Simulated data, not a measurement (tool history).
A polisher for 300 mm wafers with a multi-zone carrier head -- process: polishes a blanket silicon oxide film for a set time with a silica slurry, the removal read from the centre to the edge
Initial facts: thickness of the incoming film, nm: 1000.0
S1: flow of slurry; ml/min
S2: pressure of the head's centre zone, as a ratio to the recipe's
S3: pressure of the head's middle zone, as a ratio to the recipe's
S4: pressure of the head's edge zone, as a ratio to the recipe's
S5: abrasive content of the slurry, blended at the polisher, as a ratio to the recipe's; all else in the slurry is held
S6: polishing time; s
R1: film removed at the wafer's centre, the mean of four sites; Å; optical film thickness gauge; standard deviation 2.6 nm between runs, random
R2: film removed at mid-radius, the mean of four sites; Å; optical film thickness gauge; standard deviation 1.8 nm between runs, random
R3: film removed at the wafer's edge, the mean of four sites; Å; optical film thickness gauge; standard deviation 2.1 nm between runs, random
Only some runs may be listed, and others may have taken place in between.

run	hour	S1	S2	S3	S4	S5	S6	R1	R2	R3
1	0.0	260	1.00	1.00	1.00	1.00	56	2791.3	2733.4	2766.9
2	8.2	260	0.93	1.00	1.00	1.00	56	2604.5	2733.0	2781.8
3	15.6	260	0.93	1.00	0.97	1.00	56	2597.2	2701.8	2763.5
4	22.3	255	0.92	0.98	0.95	0.95	56	2543.2	2623.1	2644.8
5	28.8	255	0.92	0.98	0.95	0.95	62	2805.4	2896.6	2914.2
6	33.1	255	0.92	0.98	0.95	0.95	49	2203.0	2295.8	2339.6
7	34.8	265	0.92	0.97	0.97	0.95	49	2200.1	2234.3	2366.4

Run 8, settings as shown, results not yet in. Your forecast:
8	35.7	265	0.92	0.97	0.97	0.95	49	?	?	?

Run 8 gave R1 2222.2 Å, R2 2249.4 Å, R3 2338.9 Å.

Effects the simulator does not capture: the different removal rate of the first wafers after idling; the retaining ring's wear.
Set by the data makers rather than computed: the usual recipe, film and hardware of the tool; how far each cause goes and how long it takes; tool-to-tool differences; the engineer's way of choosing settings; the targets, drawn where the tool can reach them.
